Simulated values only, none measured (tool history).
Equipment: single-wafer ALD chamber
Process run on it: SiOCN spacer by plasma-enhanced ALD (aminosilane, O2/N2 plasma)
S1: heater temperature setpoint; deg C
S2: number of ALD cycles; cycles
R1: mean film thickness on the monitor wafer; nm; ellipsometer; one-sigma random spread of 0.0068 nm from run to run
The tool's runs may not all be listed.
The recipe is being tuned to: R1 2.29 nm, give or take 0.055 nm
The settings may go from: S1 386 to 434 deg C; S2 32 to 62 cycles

run	hour	S1	S2	R1
1	0	410	47	2.9142
2	1.5	413	44	2.7023
3	6.1	408	44	2.7287
4	14.3	400	44	2.7827
5	15.8	402	42	2.6544
6	18	402	38	2.4002
7	21.4	403	38	2.3935
8	30.3	404	38	2.3781
9	35.6	405	38	2.3803

Exercise: of the 5 proposed moves below, exactly one satisfies all targets within the stated allowed misses. Which move is it?
A	40.9	402	36	?
B	40.9	404	39	?
C	40.9	396	38	?
D	40.9	400	38	?
E	40.9	408	39	?

move	R1
A	2.2789
B	2.4557
C	2.4271
D	2.4183
E	2.4294
A: every result within its allowed miss
B: lands further from the targets than the last run did
C: lands further from the targets than the last run did
D: lands further from the targets than the last run did
E: lands further from the targets than the last run did
Correct choice: A, which meets every target

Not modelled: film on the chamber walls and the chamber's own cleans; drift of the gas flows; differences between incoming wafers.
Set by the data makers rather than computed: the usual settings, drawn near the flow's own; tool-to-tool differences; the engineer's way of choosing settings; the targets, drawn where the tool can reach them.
